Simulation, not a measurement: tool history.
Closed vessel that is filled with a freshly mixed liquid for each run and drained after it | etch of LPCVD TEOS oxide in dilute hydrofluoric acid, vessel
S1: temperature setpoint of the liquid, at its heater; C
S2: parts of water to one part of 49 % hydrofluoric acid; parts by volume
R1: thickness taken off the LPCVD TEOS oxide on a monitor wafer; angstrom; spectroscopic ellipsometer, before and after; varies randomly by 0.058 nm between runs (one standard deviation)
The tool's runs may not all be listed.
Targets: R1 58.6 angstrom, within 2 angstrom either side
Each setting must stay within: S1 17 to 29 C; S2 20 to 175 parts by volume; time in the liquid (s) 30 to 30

run 1 hour=0 | S1=21 S2=95 time_in_the_liquid_(s)=30 | R1=82.53
run 2 hour=8 | S1=21 S2=80 time_in_the_liquid_(s)=30 | R1=99.685
run 3 hour=17.2 | S1=20.5 S2=85 time_in_the_liquid_(s)=30 | R1=89.027
run 4 hour=24.3 | S1=20 S2=90 time_in_the_liquid_(s)=30 | R1=82.443
run 5 hour=27 | S1=20 S2=90 time_in_the_liquid_(s)=30 | R1=82.733
run 6 hour=35.3 | S1=20 S2=90 time_in_the_liquid_(s)=30 | R1=82.785
run 7 hour=39.1 | S1=19.5 S2=95 time_in_the_liquid_(s)=30 | R1=77.674
run 8 hour=45.7 | S1=19 S2=100 time_in_the_liquid_(s)=30 | R1=70.77
run 9 hour=47.6 | S1=18.5 S2=100 time_in_the_liquid_(s)=30 | R1=69.234
run 10 hour=49.9 | S1=17.5 S2=105 time_in_the_liquid_(s)=30 | R1=63.094

Exactly one of the 4 candidate moves below puts every result within its allowed miss. Which one?
run A hour=52.2 | S1=17 S2=100 time_in_the_liquid_(s)=30 | R1=?
run B hour=52.2 | S1=19 S2=120 time_in_the_liquid_(s)=30 | R1=?
run C hour=52.2 | S1=18.5 S2=105 time_in_the_liquid_(s)=30 | R1=?
run D hour=52.2 | S1=18.5 S2=125 time_in_the_liquid_(s)=30 | R1=?

move=A R1=66.087
move=B R1=58.603
move=C R1=66.664
move=D R1=54.83
A: moves away from the targets compared with the last run
B: all results in spec
C: moves away from the targets compared with the last run
D: the result that was furthest off in the last run now lies on the other side of its target
The move that meets every target is B.
